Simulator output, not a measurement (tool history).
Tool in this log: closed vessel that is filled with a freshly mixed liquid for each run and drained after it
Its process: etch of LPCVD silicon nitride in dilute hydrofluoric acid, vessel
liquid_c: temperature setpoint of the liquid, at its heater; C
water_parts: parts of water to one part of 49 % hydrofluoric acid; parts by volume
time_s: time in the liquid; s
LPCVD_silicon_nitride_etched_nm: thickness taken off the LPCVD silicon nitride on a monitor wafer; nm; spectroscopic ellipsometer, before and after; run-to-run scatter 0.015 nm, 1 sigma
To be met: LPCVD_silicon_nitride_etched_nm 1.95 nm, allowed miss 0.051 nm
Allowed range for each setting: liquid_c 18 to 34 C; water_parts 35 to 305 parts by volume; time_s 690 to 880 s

run,hour,liquid_c,water_parts,time_s,LPCVD_silicon_nitride_etched_nm
1,0,26,170,880,3.1607
2,6.2,24.5,170,880,2.8645
3,10.3,24.5,145,880,3.3983
4,16.3,24.5,145,690,2.642
5,23.6,23.5,145,690,2.4557
6,31.6,23,145,690,2.3948
7,35.3,22.5,145,690,2.3079
8,43.3,22,145,690,2.2226
9,50.9,21.5,145,690,2.1857
10,58,21,145,690,2.1158
11,65.2,20.5,145,690,2.0346

Exactly one of the 4 candidate moves below puts every result within its allowed miss. Which one?
A,72.4,19,130,730,?
B,72.4,18,120,745,?
C,72.4,19,150,755,?
D,72.4,18,140,810,?

move,LPCVD_silicon_nitride_etched_nm
A,2.1672
B,2.2327
C,1.9506
D,2.0908
A: the biggest miss grows against the last run
B: the biggest miss grows against the last run
C: meets every target
D: the biggest miss grows against the last run
C meets every target.
